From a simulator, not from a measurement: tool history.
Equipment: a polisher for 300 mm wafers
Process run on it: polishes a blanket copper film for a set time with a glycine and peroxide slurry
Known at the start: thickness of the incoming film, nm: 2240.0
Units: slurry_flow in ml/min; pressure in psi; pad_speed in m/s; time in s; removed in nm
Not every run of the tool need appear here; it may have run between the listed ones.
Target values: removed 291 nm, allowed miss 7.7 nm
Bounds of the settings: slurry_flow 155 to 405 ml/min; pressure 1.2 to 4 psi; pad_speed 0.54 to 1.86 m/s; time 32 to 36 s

run 1 hour=0 | slurry_flow=260 pressure=2.6 pad_speed=1.18 time=36 | removed=234.8
run 2 hour=5.2 | slurry_flow=260 pressure=2.6 pad_speed=0.92 time=36 | removed=205.12
run 3 hour=11.7 | slurry_flow=260 pressure=2.6 pad_speed=0.92 time=32 | removed=184.43
run 4 hour=18.5 | slurry_flow=260 pressure=2.9 pad_speed=0.92 time=32 | removed=199.88
run 5 hour=21 | slurry_flow=205 pressure=2.9 pad_speed=0.92 time=32 | removed=189.74
run 6 hour=25.7 | slurry_flow=205 pressure=2.9 pad_speed=0.74 time=32 | removed=172.03
run 7 hour=26.2 | slurry_flow=230 pressure=3.6 pad_speed=1.06 time=32 | removed=252.84
run 8 hour=30.8 | slurry_flow=255 pressure=3.7 pad_speed=1.06 time=32 | removed=258.66

5 candidate next runs follow, results not yet known. Just one meets every target within its allowed miss. Identify it.
run A hour=35.4 | slurry_flow=260 pressure=3.5 pad_speed=1.06 time=35 | removed=?
run B hour=35.4 | slurry_flow=235 pressure=3.6 pad_speed=1.32 time=32 | removed=?
run C hour=35.4 | slurry_flow=290 pressure=3.5 pad_speed=0.84 time=36 | removed=?
run D hour=35.4 | slurry_flow=225 pressure=3.6 pad_speed=1.02 time=32 | removed=?
run E hour=35.4 | slurry_flow=315 pressure=4 pad_speed=1 time=36 | removed=?

move=A removed=271.08
move=B removed=286.37
move=C removed=248.04
move=D removed=243.6
move=E removed=306.5
A: better than the last run, though not everything is in spec
B: in spec on every target
C: further off than the last run
D: further off than the last run
E: carries the result that was furthest off beyond its target, to the other side
The move that meets every target is B.
